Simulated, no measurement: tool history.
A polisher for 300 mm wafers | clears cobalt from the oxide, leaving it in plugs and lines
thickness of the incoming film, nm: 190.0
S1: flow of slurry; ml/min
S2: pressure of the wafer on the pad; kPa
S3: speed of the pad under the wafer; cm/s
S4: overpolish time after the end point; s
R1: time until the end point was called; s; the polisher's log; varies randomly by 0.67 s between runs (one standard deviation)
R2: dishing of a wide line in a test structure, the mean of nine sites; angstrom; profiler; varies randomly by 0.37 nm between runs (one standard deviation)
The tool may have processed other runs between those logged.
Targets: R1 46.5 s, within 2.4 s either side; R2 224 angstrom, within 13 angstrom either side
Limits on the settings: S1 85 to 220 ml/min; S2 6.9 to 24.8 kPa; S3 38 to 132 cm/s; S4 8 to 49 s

run	hour	S1	S2	S3	S4	R1	R2
1	0	140	15.9	84	25	45.235	406.5
2	8.1	140	15.9	84	17	45.021	352.81
3	13.3	155	15.9	84	17	44.953	343.73
4	16.9	175	15.2	84	14	44.797	328.63
5	20.1	175	17.9	84	14	37.502	338.68
6	27.9	195	17.9	84	14	36.884	343.44
7	36.5	205	17.2	78	12	43.22	312.15
8	40.7	210	18.6	70	11	43.74	286.95

Of the 4 settings listed for the next run, only one would bring every result within its allowed miss of target. Which one?
A	44.9	200	17.2	62	9	?	?
B	44.9	215	17.9	80	17	?	?
C	44.9	220	20.7	58	8	?	?
D	44.9	215	18.6	58	10	?	?

move	R1	R2
A	51.838	219.85
B	39.499	357.73
C	45.497	221.62
D	50.549	239.92
A: the furthest-off result lands on target, but another misses its tolerance
B: its largest miss is bigger than the last run's
C: meets every target
D: better than the last run, though not everything is in spec
C is the move that brings every result within its allowed miss.
